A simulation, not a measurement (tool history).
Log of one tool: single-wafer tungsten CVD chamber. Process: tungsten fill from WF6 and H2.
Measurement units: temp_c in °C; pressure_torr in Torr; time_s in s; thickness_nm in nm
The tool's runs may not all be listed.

run,hour,temp_c,pressure_torr,time_s,thickness_nm
1,0.0,395,30.3,16.1,42.271
2,5.7,395,33.7,16.1,43.784
3,8.8,395,29.2,16.1,41.965
4,12.4,395,29.2,15.3,39.793
5,17.1,395,29.2,16.1,41.811
# hour 19.7: capacitance manometer re-zeroed and calibrated
6,19.7,396,29.2,16.1,43.218

The next listed run, before its measurement:
7,21.5,397,29.2,16.1,?

Run 7 produced thickness_nm 44.209 nm.
